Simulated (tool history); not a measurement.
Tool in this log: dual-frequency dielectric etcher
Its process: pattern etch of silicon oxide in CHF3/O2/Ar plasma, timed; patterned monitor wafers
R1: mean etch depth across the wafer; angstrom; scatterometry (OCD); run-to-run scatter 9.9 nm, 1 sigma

{"run": 1, "hour": 0.0, "source power (kW)": 0.8, "bias power (kW)": 0.213, "etch time (s)": 585.5, "R1": 14011}
{"run": 2, "hour": 3.7, "source power (kW)": 0.72, "bias power (kW)": 0.213, "etch time (s)": 585.5, "R1": 13445}
{"run": 3, "hour": 9.7, "source power (kW)": 0.72, "bias power (kW)": 0.213, "etch time (s)": 585.5, "R1": 13296}
{"run": 4, "hour": 16.4, "source power (kW)": 0.75, "bias power (kW)": 0.215, "etch time (s)": 586, "R1": 13681}
{"run": 5, "hour": 22.4, "source power (kW)": 0.78, "bias power (kW)": 0.217, "etch time (s)": 586.5, "R1": 14061}
{"run": 6, "hour": 24.0, "source power (kW)": 0.78, "bias power (kW)": 0.217, "etch time (s)": 611.5, "R1": 14617}
{"run": 7, "hour": 29.9, "source power (kW)": 0.8, "bias power (kW)": 0.219, "etch time (s)": 611.5, "R1": 14737}

Forecast run 8:
{"hour": 36.4, "done": "bias power generator calibrated"}
{"run": 8, "hour": 36.4, "source power (kW)": 0.82, "bias power (kW)": 0.221, "etch time (s)": 611.5, "R1": "?"}

{"run 8": {"R1": 14698}}

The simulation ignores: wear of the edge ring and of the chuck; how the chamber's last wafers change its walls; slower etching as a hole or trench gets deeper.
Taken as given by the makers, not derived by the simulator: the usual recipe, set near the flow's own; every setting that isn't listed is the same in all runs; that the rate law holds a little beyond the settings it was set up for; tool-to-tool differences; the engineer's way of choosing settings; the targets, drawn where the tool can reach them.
